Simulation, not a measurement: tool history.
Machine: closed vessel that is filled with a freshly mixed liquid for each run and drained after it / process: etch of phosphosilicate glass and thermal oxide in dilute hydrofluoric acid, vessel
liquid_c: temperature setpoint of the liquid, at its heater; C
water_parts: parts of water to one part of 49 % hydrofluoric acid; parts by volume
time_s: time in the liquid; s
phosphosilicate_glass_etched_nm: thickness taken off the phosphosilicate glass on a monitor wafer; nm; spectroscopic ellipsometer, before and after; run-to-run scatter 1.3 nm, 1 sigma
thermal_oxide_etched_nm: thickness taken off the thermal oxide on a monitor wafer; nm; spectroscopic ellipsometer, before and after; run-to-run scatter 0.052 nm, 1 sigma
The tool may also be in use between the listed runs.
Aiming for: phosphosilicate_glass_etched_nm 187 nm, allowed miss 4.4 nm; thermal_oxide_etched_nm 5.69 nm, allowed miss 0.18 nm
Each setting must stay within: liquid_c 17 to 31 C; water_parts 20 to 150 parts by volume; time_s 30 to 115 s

run  hour  liquid_c  water_parts  time_s  phosphosilicate_glass_etched_nm  thermal_oxide_etched_nm
  1     0        23           85      60                           103.21                    3.066
  2   8.9        23          105      60                           80.924                   2.4924
  3  15.6        25           95      60                           97.579                   3.0082
  4  17.3        23           95      60                           89.939                   2.7662
  5  24.4        23           95      80                           120.61                   3.5762
  6  27.8        25           90      80                           137.93                   4.1628
  7  35.3      26.5           85      80                           156.08                   4.7209
  8  40.5      27.5           85      80                           161.81                   5.0004
  9  43.5        28           85      80                           163.14                   4.9706
 10  46.5      28.5           85      80                           169.67                   5.1468
 11  54.5      28.5           85      80                           166.32                   5.1638
 12  59.4      28.5           80      80                           181.76                   5.5167

4 candidate next runs follow, results not yet known. Just one meets every target within its allowed miss. Identify it.
  A  64.3        30           85      80                                ?                        ?
  B  64.3        24           55      65                                ?                        ?
  C  64.3        26           75      80                                ?                        ?
  D  64.3      27.5           70      70                                ?                        ?

move  phosphosilicate_glass_etched_nm  thermal_oxide_etched_nm
   A                           180.51                   5.4705
   B                           186.42                   5.6494
   C                            177.6                   5.3823
   D                           177.88                   5.3908
A: its largest miss is bigger than the last run's
B: every result lands within tolerance
C: its largest miss is bigger than the last run's
D: its largest miss is bigger than the last run's
The right move is B.

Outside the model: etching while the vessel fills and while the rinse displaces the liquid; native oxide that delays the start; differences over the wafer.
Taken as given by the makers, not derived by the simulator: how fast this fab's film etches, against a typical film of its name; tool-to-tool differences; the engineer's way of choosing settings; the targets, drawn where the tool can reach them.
